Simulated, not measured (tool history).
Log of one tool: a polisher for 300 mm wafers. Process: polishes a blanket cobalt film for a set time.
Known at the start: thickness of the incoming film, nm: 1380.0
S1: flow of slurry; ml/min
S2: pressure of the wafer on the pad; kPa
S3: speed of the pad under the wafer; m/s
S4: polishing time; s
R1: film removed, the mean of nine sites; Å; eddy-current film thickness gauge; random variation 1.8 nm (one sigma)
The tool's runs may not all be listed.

| run | hour | S1 | S2 | S3 | S4 | R1 |
|---|---|---|---|---|---|---|
| 1 | 0.0 | 145 | 10.3 | 0.98 | 50 | 2171.6 |
| 2 | 2.4 | 145 | 9.0 | 0.98 | 50 | 1949.4 |
| 3 | 9.6 | 150 | 9.7 | 0.98 | 50 | 2074.0 |
| 4 | 15.9 | 155 | 9.7 | 0.98 | 50 | 2081.4 |
| 5 | 18.8 | 155 | 8.3 | 0.98 | 50 | 1844.4 |
| 6 | 21.8 | 155 | 8.3 | 0.98 | 50 | 1863.8 |
| 7 | 22.8 | 160 | 9.0 | 0.98 | 50 | 1983.7 |

Run 8 comes next. What will it give?
| 8 | 26.9 | 165 | 9.0 | 0.98 | 50 | ? |

R1: 2004.7 Å

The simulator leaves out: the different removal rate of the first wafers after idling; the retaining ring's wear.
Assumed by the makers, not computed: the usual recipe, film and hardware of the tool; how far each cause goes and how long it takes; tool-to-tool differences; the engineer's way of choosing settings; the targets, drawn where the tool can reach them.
